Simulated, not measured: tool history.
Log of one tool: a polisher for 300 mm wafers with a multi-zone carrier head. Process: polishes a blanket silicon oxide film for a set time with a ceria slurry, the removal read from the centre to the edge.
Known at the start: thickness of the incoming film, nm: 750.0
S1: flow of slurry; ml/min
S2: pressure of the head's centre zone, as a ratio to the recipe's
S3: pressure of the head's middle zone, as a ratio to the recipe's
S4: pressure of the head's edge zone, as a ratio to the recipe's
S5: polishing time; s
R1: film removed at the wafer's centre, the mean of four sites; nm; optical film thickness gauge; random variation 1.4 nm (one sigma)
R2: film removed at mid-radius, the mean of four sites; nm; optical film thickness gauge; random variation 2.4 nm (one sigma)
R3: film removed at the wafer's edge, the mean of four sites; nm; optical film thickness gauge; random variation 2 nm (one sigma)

| run | hour | S1 | S2 | S3 | S4 | S5 | R1 | R2 | R3 |
|---|---|---|---|---|---|---|---|---|---|
| 1 | 0 | 220 | 1 | 1 | 1 | 58 | 217.86 | 217.45 | 217.09 |
| 2 | 5.4 | 220 | 1 | 1 | 1 | 48 | 183.46 | 177.21 | 178.28 |
| 3 | 13.9 | 255 | 1 | 1 | 1 | 48 | 185.66 | 187.19 | 178.67 |
| 4 | 22.5 | 250 | 0.98 | 1 | 1.01 | 48 | 181.27 | 178.93 | 183.8 |
| 5 | 24 | 250 | 0.97 | 1.02 | 1.01 | 48 | 180.79 | 188.73 | 179.64 |
| 6 | 30.8 | 250 | 0.97 | 1.02 | 1.09 | 48 | 181.31 | 187.52 | 187.26 |
| 7 | 33 | 245 | 0.96 | 1.02 | 1.09 | 48 | 179.13 | 184.58 | 184.02 |

Forecast run 8:
| 8 | 39.9 | 220 | 0.88 | 1.06 | 1.12 | 49 | ? | ? | ? |

{"run 8": {"R1": 164.99, "R2": 192.91, "R3": 191.02}}

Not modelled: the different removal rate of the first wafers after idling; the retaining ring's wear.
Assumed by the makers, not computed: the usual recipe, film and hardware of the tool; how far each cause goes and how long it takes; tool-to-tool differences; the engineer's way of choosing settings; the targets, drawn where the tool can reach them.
